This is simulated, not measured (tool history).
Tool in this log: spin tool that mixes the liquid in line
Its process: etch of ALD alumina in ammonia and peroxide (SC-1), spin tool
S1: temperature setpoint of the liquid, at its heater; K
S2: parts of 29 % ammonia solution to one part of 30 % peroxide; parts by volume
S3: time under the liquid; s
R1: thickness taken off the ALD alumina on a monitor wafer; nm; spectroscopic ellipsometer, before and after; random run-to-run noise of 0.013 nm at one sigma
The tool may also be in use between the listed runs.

run  hour      S1    S2  S3      R1
  1     0  333.15   0.9  60  3.3017
  2   3.7  333.15   1.2  60  3.3617
  3   4.9  331.15   1.2  55  2.7961
  4    12  331.15   1.2  55  2.8091
  5  12.6  329.65   1.2  55  2.5912
  6  15.4  328.15   1.2  55  2.4124
  7  20.9  326.65   1.2  55  2.2113
  8  21.5  325.15   1.2  55  2.0398
  9  25.2  324.15   1.2  55  1.9662
 10  27.2  323.15   1.2  55  1.8288
 11  33.8  322.15   1.2  55   1.722
 12    41  321.65   1.2  55  1.6977
 13  48.1  317.15  1.15  50  1.1795

Run 14 comes next. What will it give?
 14  51.5  318.15  1.15  50   ?

R1: 1.2525 nm
